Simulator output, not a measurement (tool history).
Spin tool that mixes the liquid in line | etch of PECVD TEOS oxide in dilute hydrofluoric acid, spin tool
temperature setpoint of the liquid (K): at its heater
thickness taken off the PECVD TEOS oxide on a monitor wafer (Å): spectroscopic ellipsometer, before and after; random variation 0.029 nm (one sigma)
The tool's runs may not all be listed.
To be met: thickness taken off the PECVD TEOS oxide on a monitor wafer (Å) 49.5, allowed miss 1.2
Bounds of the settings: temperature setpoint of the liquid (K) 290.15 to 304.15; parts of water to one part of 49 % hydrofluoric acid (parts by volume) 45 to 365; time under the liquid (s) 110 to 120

run	hour	temperature setpoint of the liquid (K)	parts of water to one part of 49 % hydrofluoric acid (parts by volume)	time under the liquid (s)	thickness taken off the PECVD TEOS oxide on a monitor wafer (Å)
1	0	296.15	205	110	83.229
2	3.7	296.15	265	110	60.327
3	6.3	295.15	265	110	58.629
4	12.3	295.15	265	120	63.788
5	14.2	295.15	265	110	58.829
6	17.4	297.65	265	110	63.982
7	20.5	296.65	265	110	61.59
8	29	295.65	265	110	59.266
9	37.2	294.65	265	110	58.015
10	40.9	294.15	265	110	56.895

5 next moves are on the table. One of them brings every result within its allowed miss. Which?
A	44.6	295.65	290	110	?
B	44.6	292.15	260	110	?
C	44.6	292.15	265	110	?
D	44.6	292.65	280	110	?
E	44.6	293.65	255	110	?

move	thickness taken off the PECVD TEOS oxide on a monitor wafer (Å)
A	53.073
B	53.535
C	52.288
D	49.745
E	58.008
A: nearer than the last run, and not there yet
B: nearer than the last run, and not there yet
C: nearer than the last run, and not there yet
D: meets every target
E: further off than the last run
Move D is the one to make.
